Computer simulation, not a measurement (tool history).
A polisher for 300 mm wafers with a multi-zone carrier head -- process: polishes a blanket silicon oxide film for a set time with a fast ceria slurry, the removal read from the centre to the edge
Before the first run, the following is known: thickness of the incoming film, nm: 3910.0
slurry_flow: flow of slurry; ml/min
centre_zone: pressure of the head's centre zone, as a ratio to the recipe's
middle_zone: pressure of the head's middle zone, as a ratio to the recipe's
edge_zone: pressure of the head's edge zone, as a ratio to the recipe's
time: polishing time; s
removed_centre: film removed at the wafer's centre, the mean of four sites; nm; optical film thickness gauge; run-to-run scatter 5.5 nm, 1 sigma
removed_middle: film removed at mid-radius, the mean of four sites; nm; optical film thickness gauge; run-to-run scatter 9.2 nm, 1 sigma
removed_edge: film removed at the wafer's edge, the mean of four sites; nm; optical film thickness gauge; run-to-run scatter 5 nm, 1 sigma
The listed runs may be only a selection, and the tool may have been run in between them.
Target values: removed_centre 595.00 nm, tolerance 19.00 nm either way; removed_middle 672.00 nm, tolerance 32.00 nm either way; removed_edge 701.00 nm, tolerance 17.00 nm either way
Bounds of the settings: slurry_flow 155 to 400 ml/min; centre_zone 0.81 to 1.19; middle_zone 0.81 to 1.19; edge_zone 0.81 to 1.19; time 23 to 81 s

run,hour,slurry_flow,centre_zone,middle_zone,edge_zone,time,removed_centre,removed_middle,removed_edge
1,0.0,255,1.00,1.00,1.00,52,503.23,489.12,495.86
2,2.2,220,1.00,1.00,1.00,52,500.83,498.68,488.98
3,2.8,185,1.00,1.00,1.00,52,485.97,491.97,481.87
4,10.8,235,1.00,1.00,1.00,52,500.02,489.19,492.39
5,19.5,235,1.07,1.00,1.00,52,535.59,500.91,496.75
6,24.1,235,1.07,0.93,1.00,52,541.82,469.48,490.50
7,32.8,240,1.05,0.96,1.03,54,542.11,508.29,520.05
8,36.6,250,1.04,0.96,1.05,56,572.12,530.26,538.60
9,45.1,250,1.04,0.96,1.05,56,565.33,533.50,543.53
10,51.6,260,1.02,0.96,1.07,58,575.71,551.14,570.63
11,59.4,260,1.02,0.96,1.07,58,572.99,556.67,565.11
12,64.0,270,1.00,0.95,1.09,59,580.12,555.35,587.83
13,65.0,275,0.98,0.96,1.11,60,580.03,568.66,603.24
14,70.8,280,0.97,0.97,1.12,61,579.35,578.89,617.57
15,74.5,285,0.96,0.98,1.13,62,577.05,587.32,629.35
16,77.9,285,0.96,0.98,1.13,62,588.37,597.96,625.26
17,83.7,285,0.95,0.99,1.14,63,585.51,617.31,640.72
18,88.2,290,0.94,0.99,1.15,64,605.86,634.29,655.96
19,94.1,290,0.93,0.99,1.16,64,583.90,610.23,655.25
20,101.3,295,0.92,1.00,1.16,64,577.64,645.88,664.75

Pick the move, out of 4, that brings all results within their allowed miss; only one does.
A,108.5,330,0.84,0.97,1.19,66,?,?,?
B,108.5,325,0.85,0.95,1.07,70,?,?,?
C,108.5,325,0.87,1.09,1.12,69,?,?,?
D,108.5,215,1.02,1.06,1.14,67,?,?,?

move,removed_centre,removed_middle,removed_edge
A,554.58,638.67,698.49
B,594.39,664.93,701.11
C,600.40,736.18,705.89
D,656.85,672.13,672.84
A: the furthest-off result lands on target, but another misses its tolerance
B: hits every target within its allowed miss
C: the furthest-off result lands on target, but another misses its tolerance
D: the biggest miss grows against the last run
Go with B: it meets all targets.
